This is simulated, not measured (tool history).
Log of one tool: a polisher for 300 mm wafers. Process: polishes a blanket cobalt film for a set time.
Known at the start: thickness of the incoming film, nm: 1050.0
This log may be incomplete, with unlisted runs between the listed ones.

run	day	flow of slurry (ml/min)	pressure of the wafer on the pad (kPa)	speed of the pad under the wafer (m/s)	polishing time (s)	film removed (angstrom)
1	0.000	265	11.0	0.96	51	1672.7
2	0.029	265	11.7	0.96	51	1821.7
3	0.212	265	11.7	0.96	53	1841.6
4	0.458	265	12.4	0.96	53	1959.6
5	0.512	265	10.3	0.96	53	1627.4
6	0.592	265	10.3	0.74	53	1274.3
7	0.825	265	13.8	0.80	53	1854.1

For run 8, what comes out?
8	1.138	265	13.8	0.80	53	?

{"run 8": {"film removed (angstrom)": 1832.2}}
